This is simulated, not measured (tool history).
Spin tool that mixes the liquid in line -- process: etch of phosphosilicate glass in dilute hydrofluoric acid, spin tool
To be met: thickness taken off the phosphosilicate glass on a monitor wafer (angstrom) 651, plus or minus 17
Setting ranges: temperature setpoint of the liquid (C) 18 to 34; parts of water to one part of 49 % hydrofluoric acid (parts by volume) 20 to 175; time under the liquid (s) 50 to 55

run  hour  temperature setpoint of the liquid (C)  parts of water to one part of 49 % hydrofluoric acid (parts by volume)  time under the liquid (s)  thickness taken off the phosphosilicate glass on a monitor wafer (angstrom)
  1     0                                      26                                                                      95                         50                                                                       450.47
  2   3.1                                    28.5                                                                      95                         50                                                                       494.38
  3   4.2                                      30                                                                      95                         50                                                                        522.7
  4   5.5                                      31                                                                      95                         50                                                                       537.67
  5  14.4                                      31                                                                     115                         50                                                                       434.27
  6  17.9                                      32                                                                     105                         50                                                                       501.49
  7  20.9                                    32.5                                                                     100                         50                                                                       540.28
  8  29.6                                      33                                                                      95                         50                                                                        585.4
  9  31.6                                    33.5                                                                      95                         50                                                                       593.55

Exercise: of the 4 proposed moves below, exactly one satisfies all targets within the stated allowed misses. Which move is it?
  A  33.6                                      34                                                                     105                         50                                                                            ?
  B  33.6                                    31.5                                                                      90                         55                                                                            ?
  C  33.6                                      34                                                                     110                         55                                                                            ?
  D  33.6                                    33.5                                                                     100                         50                                                                            ?

move  thickness taken off the phosphosilicate glass on a monitor wafer (angstrom)
   A                                                                       537.55
   B                                                                       643.93
   C                                                                       560.12
   D                                                                       558.59
A: moves away from the targets compared with the last run
B: every result within its allowed miss
C: moves away from the targets compared with the last run
D: moves away from the targets compared with the last run
So the answer is move B, the one that meets all the targets.
